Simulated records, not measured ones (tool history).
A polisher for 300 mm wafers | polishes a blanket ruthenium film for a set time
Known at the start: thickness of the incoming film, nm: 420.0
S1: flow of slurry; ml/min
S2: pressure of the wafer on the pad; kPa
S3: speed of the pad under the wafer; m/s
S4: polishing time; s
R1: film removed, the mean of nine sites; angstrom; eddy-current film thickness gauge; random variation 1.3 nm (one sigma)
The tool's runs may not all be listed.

run  hour   S1    S2    S3  S4      R1
  1   0.0  315   9.0  1.22  73  580.43
  2   7.6  315   9.7  1.22  73  633.27
  3  10.5  315  10.3  1.22  73  682.05
  4  19.2  315  10.3  1.02  73  570.66
     24.0  -- head pressure recalibrated
  5  24.0  315  11.0  1.02  73  672.13
  6  27.2  245  11.0  1.02  73  648.81

The next listed run, before its measurement:
  7  30.1  245  11.7  1.02  73   ?

R1: 692.80 angstrom
